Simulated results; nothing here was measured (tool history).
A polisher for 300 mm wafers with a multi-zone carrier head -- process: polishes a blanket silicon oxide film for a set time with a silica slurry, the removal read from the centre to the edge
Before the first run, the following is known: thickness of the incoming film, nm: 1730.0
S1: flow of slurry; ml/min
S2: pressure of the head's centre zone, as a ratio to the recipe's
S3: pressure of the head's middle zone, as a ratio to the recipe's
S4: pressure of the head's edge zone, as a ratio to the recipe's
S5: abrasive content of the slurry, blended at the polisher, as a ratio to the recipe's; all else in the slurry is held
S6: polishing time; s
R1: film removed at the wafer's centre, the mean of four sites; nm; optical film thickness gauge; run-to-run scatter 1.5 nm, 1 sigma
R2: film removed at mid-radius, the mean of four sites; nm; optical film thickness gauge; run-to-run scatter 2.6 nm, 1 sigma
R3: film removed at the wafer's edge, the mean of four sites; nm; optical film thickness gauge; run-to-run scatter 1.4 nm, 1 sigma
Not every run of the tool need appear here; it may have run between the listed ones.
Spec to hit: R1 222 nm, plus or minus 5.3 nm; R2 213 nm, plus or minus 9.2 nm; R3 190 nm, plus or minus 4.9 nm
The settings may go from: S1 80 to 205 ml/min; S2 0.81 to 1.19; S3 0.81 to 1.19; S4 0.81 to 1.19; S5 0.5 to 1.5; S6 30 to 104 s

run    day   S1    S2    S3    S4    S5  S6      R1      R2      R3
  1      0  135     1     1     1     1  67  158.11   162.2  157.42
  2  0.208  150  1.05  1.04  1.04  1.05  67  175.52  173.12  167.15
  3  0.388  125  1.05  1.04  1.04  1.05  67  168.15  165.88  163.54
  4  0.696  125  1.05  1.04  1.04   1.2  67  178.96  175.38  170.04
  5  0.996  145  1.07  1.07  1.05   1.2  67  187.53  183.78  177.05
  6    1.1  160  1.09   1.1  1.04   1.2  67  195.88  191.32  176.52
  7   1.15  170   1.1  1.12  1.05   1.2  67  198.19  194.88  179.59
  8  1.446  180  1.12  1.14  1.05   1.2  67  200.41  193.33  180.91
  9  1.783  185  1.13  1.15  1.04  1.25  67  207.44  201.06  183.87
 10  2.133  190  1.14  1.16  1.04   1.3  67  217.16  204.26  186.43
 11  2.233  190  1.14  1.17  1.04   1.3  67  214.62  206.07  186.39

Pick the move, out of 5, that brings all results within their allowed miss; only one does.
  A  2.333  175  1.18  1.19  1.08   1.3  68   ?   ?   ?
  B  2.333  200  1.05  1.15  1.03   1.5  66   ?   ?   ?
  C  2.333  145  1.08  1.07   1.1  1.35  70   ?   ?   ?
  D  2.333  205  1.15  1.11  1.14  1.25  66   ?   ?   ?
  E  2.333  180  1.07  1.18  1.07   1.4  64   ?   ?   ?

move      R1      R2      R3
   A  224.93  211.53  190.89
   B  209.01  215.86  193.62
   C  208.25   200.7  197.57
   D   214.3  197.16   190.5
   E  198.27  204.64  184.57
A: every result lands within tolerance
B: further off than the last run
C: further off than the last run
D: further off than the last run
E: further off than the last run
Go with A: it meets all targets.

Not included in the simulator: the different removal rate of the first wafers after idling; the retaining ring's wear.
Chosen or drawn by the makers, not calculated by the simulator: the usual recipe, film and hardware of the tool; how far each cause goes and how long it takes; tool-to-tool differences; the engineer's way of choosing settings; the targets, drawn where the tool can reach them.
